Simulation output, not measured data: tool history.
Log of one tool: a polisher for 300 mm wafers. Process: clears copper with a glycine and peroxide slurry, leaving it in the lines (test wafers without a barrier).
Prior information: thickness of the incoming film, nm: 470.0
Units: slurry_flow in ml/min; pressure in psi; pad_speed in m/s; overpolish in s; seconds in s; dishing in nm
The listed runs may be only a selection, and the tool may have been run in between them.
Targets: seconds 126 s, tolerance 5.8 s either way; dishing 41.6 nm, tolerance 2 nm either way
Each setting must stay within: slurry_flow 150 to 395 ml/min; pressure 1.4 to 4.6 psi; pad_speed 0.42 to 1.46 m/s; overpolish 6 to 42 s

{"run": 1, "hour": 0.0, "slurry_flow": 250, "pressure": 3, "pad_speed": 0.94, "overpolish": 21, "seconds": 95.889, "dishing": 36.375}
{"run": 2, "hour": 2.7, "slurry_flow": 250, "pressure": 2.9, "pad_speed": 0.94, "overpolish": 23, "seconds": 97.116, "dishing": 36.477}
{"run": 3, "hour": 10.4, "slurry_flow": 250, "pressure": 2.6, "pad_speed": 0.94, "overpolish": 23, "seconds": 105.79, "dishing": 35.792}
{"run": 4, "hour": 17.7, "slurry_flow": 250, "pressure": 2.6, "pad_speed": 0.94, "overpolish": 18, "seconds": 108.55, "dishing": 31.52}
{"run": 5, "hour": 25.2, "slurry_flow": 250, "pressure": 2.5, "pad_speed": 0.92, "overpolish": 21, "seconds": 111.13, "dishing": 33.959}
{"run": 6, "hour": 28.5, "slurry_flow": 250, "pressure": 2.4, "pad_speed": 0.9, "overpolish": 23, "seconds": 118.73, "dishing": 34.622}
{"run": 7, "hour": 36.2, "slurry_flow": 250, "pressure": 2.4, "pad_speed": 0.9, "overpolish": 25, "seconds": 117.09, "dishing": 36.932}
{"run": 8, "hour": 44.4, "slurry_flow": 250, "pressure": 2.4, "pad_speed": 0.9, "overpolish": 26, "seconds": 115.7, "dishing": 37.291}
{"run": 9, "hour": 45.0, "slurry_flow": 250, "pressure": 2.1, "pad_speed": 0.88, "overpolish": 36, "seconds": 133.8, "dishing": 38.189}
{"run": 10, "hour": 47.9, "slurry_flow": 250, "pressure": 2.1, "pad_speed": 0.88, "overpolish": 36, "seconds": 131.83, "dishing": 40.029}

Next run, 4 choices. One meets every target within its allowed miss, the rest don't. Which?
{"run": "A", "hour": 50.8, "slurry_flow": 285, "pressure": 2.2, "pad_speed": 0.9, "overpolish": 41, "seconds": "?", "dishing": "?"}
{"run": "B", "hour": 50.8, "slurry_flow": 205, "pressure": 3.1, "pad_speed": 0.76, "overpolish": 35, "seconds": "?", "dishing": "?"}
{"run": "C", "hour": 50.8, "slurry_flow": 245, "pressure": 2.1, "pad_speed": 1.12, "overpolish": 41, "seconds": "?", "dishing": "?"}
{"run": "D", "hour": 50.8, "slurry_flow": 395, "pressure": 2.2, "pad_speed": 0.74, "overpolish": 34, "seconds": "?", "dishing": "?"}

move=A seconds=123.74 dishing=40.135
move=B seconds=112.4 dishing=40.17
move=C seconds=109.92 dishing=39.886
move=D seconds=139.46 dishing=37.785
A: every result lands within tolerance
B: takes the biggest miss from the last run beyond its target
C: takes the biggest miss from the last run beyond its target
D: the biggest miss grows against the last run
So the answer is move A, the one that meets all the targets.

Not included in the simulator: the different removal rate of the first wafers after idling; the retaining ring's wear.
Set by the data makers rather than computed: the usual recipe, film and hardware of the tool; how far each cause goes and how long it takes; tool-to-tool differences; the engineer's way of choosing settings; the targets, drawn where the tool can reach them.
